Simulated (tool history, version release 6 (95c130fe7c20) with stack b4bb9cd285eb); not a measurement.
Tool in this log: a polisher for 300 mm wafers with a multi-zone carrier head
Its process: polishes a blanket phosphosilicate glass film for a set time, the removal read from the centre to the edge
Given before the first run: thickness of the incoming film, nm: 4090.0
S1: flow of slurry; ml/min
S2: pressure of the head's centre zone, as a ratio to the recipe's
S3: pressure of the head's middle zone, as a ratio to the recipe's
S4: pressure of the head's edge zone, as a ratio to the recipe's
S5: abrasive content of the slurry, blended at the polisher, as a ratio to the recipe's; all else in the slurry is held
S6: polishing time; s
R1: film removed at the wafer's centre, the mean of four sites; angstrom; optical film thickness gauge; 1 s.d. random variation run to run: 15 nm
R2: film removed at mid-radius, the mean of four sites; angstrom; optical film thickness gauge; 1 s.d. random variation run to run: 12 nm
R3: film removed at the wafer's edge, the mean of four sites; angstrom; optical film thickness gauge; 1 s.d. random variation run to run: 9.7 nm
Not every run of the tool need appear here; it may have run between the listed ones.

run	hour	S1	S2	S3	S4	S5	S6	R1	R2	R3
1	0.0	155	1.00	1.00	1.00	1.00	86	8799.2	9560.6	9024.8
2	7.9	195	1.00	1.00	1.00	1.00	86	9084.3	9804.5	9407.1
3	15.0	195	1.00	1.00	1.00	1.00	106	11201.0	12350.0	11479.0
4	22.5	195	1.00	1.00	1.00	0.80	106	10378.0	11185.0	10427.0
5	28.7	160	1.00	1.00	1.00	0.80	106	9792.5	10582.0	10181.0
6	37.5	195	1.00	1.00	1.00	0.80	106	10241.0	11213.0	10416.0
7	45.0	195	1.00	1.00	1.00	0.80	106	10311.0	11150.0	10544.0
8	51.6	215	1.10	0.90	0.92	0.75	106	11013.0	10121.0	9925.5

Expected results for the next run?
9	57.6	225	1.13	0.88	0.90	0.75	106	?	?	?

{"run 9": {"R1": 11382.0, "R2": 9861.0, "R3": 9749.9}}
